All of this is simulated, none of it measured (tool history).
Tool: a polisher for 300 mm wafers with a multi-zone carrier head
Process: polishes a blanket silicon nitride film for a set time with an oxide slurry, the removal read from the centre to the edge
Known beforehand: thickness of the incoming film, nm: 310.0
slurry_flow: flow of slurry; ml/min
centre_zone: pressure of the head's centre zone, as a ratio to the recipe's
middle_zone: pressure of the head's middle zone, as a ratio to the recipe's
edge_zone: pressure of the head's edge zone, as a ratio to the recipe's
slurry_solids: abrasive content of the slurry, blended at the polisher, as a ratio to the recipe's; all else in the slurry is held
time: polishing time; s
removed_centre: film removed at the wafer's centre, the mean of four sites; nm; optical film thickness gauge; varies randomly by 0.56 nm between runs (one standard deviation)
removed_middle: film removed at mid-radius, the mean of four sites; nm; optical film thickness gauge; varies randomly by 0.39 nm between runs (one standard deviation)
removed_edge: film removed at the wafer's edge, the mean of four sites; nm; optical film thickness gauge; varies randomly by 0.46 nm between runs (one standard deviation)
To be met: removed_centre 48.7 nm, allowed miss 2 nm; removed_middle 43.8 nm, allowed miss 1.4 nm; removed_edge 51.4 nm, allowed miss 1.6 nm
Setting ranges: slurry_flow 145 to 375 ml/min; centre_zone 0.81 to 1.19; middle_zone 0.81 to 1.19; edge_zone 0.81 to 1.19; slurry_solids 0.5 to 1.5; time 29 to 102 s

run  hour  slurry_flow  centre_zone  middle_zone  edge_zone  slurry_solids  time  removed_centre  removed_middle  removed_edge
  1     0          240            1            1          1              1    65          56.493           54.03        54.211
  2   3.6          240            1            1          1              1    55          47.276          45.619        46.076
  3   4.3          240            1         0.99       1.02              1    55          47.819          45.693         47.14
  4    10          200            1         0.99       1.02              1    55          45.576          44.328        45.145
  5  14.2          200         0.97         0.99       1.02              1    55          44.982          43.597        45.667
  6  19.1          200         0.97         0.99       0.98              1    55          43.586          44.157        45.053
  7  25.5          205         0.97         0.98       0.99              1    55          45.385          44.144        45.153
  8    28          210         0.96         0.97          1              1    55          44.867          43.518        45.517
  9  35.1          215         0.95         0.97       1.01              1    55          44.025           43.88        46.044
 10  36.8          220         0.95         0.96       1.02              1    55          43.555           44.68        46.172
 11  37.8          215         0.96         0.94       1.04              1    55          44.847          43.419        46.564
 12  41.7          220         0.96         0.93       1.05              1    55          45.034          42.316        47.054
     42.7  -- worn pad replaced by a new one
 13  42.7          225         0.96         0.93       1.06              1    55          51.768          49.698        53.719
 14  50.4          220         0.96         0.92       1.06              1    55          51.632          48.806        54.682
 15    57          215         0.96         0.92       1.06              1    55          50.415          48.383        53.888
 16  58.3          210         0.96         0.91       1.05              1    55          50.191          47.596        53.881
 17  59.2          205         0.96         0.91       1.04              1    55          51.302          47.052        54.048

Of the 4 settings listed for the next run, only one would bring every result within its allowed miss of target. Which one?
  A  60.1          145         0.98         0.81       1.03            0.8    63               ?               ?             ?
  B  60.1          215         0.99          0.9          1           0.95    52               ?               ?             ?
  C  60.1          185         0.99         0.97          1           1.05    51               ?               ?             ?
  D  60.1          205         0.92         0.82       0.97              1    54               ?               ?             ?

move  removed_centre  removed_middle  removed_edge
   A          48.693          41.355        51.432
   B          48.712          43.945        48.682
   C          49.027          47.001         49.38
   D           47.87          43.382        50.977
A: pushes the last run's worst result past its target
B: the furthest-off result lands on target, but another misses its tolerance
C: as far off as the last run
D: all results in spec
Correct choice: D, which meets every target
